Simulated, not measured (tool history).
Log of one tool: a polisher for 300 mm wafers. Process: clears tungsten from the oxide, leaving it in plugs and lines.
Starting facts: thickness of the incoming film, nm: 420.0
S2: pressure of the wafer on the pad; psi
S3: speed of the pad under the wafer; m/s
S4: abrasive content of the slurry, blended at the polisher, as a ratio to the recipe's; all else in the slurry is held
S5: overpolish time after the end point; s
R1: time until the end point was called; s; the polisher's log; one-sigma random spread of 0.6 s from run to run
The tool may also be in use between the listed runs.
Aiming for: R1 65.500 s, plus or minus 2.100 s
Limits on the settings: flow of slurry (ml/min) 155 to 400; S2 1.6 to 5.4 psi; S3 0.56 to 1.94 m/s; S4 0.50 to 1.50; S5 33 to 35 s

Run 1, hour 0.0: flow of slurry (ml/min) 255, S2 3.5 psi, S3 1.24 m/s, S4 1.00, S5 33 s. Result: R1 90.653 s.
Run 2, hour 8.4: flow of slurry (ml/min) 255, S2 3.5 psi, S3 1.10 m/s, S4 1.00, S5 33 s. Result: R1 100.300 s.
Run 3, hour 11.3: flow of slurry (ml/min) 255, S2 3.5 psi, S3 1.10 m/s, S4 0.90, S5 33 s. Result: R1 104.290 s.
Run 4, hour 12.7: flow of slurry (ml/min) 255, S2 4.0 psi, S3 1.10 m/s, S4 0.90, S5 33 s. Result: R1 93.052 s.
Run 5, hour 16.7: flow of slurry (ml/min) 255, S2 4.0 psi, S3 1.10 m/s, S4 0.90, S5 33 s. Result: R1 91.553 s.
Run 6, hour 18.8: flow of slurry (ml/min) 255, S2 4.0 psi, S3 1.10 m/s, S4 0.90, S5 35 s. Result: R1 93.043 s.
Run 7, hour 25.1: flow of slurry (ml/min) 255, S2 4.4 psi, S3 1.10 m/s, S4 0.90, S5 35 s. Result: R1 82.756 s.
Run 8, hour 29.5: flow of slurry (ml/min) 255, S2 4.7 psi, S3 1.10 m/s, S4 0.90, S5 35 s. Result: R1 78.941 s.

Below are 4 possible settings for the next run. Only one of them brings all results inside the allowed miss of their targets. Which is it?
Run A, hour 33.9: flow of slurry (ml/min) 255, S2 4.8 psi, S3 1.20 m/s, S4 0.95, S5 35 s. Result: R1 ?.
Run B, hour 33.9: flow of slurry (ml/min) 270, S2 4.3 psi, S3 1.36 m/s, S4 0.80, S5 33 s. Result: R1 ?.
Run C, hour 33.9: flow of slurry (ml/min) 260, S2 4.7 psi, S3 1.24 m/s, S4 0.85, S5 35 s. Result: R1 ?.
Run D, hour 33.9: flow of slurry (ml/min) 285, S2 5.0 psi, S3 1.22 m/s, S4 0.95, S5 33 s. Result: R1 ?.

move      R1
   A  69.589
   B  70.715
   C  70.299
   D  65.093
A: an improvement on the last run, though not all results are within tolerance
B: an improvement on the last run, though not all results are within tolerance
C: an improvement on the last run, though not all results are within tolerance
D: every result lands within tolerance
Correct choice: D, which meets every target
